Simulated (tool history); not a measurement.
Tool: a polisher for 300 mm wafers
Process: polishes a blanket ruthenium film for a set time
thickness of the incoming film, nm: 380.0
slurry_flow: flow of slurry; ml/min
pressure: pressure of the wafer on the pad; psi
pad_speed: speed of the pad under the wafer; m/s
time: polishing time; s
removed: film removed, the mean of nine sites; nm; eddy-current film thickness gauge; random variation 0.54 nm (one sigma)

run	hour	slurry_flow	pressure	pad_speed	time	removed
1	0.0	130	2.0	0.84	39	44.118
2	6.2	130	2.0	0.68	39	35.578
3	6.8	130	1.7	0.68	39	30.583
4	9.6	100	1.7	0.68	39	28.463
5	13.4	115	2.0	0.70	39	35.462
6	15.3	140	2.0	0.70	39	37.122
7	23.8	150	2.2	0.72	39	42.601
8	28.4	155	2.4	0.74	39	47.630
9	29.0	160	2.5	0.76	39	51.352
10	30.4	185	3.1	0.82	39	69.912

Run 11 comes next. What will it give?
11	34.6	185	3.1	0.84	39	?

Run 11 gave removed 71.527 nm.

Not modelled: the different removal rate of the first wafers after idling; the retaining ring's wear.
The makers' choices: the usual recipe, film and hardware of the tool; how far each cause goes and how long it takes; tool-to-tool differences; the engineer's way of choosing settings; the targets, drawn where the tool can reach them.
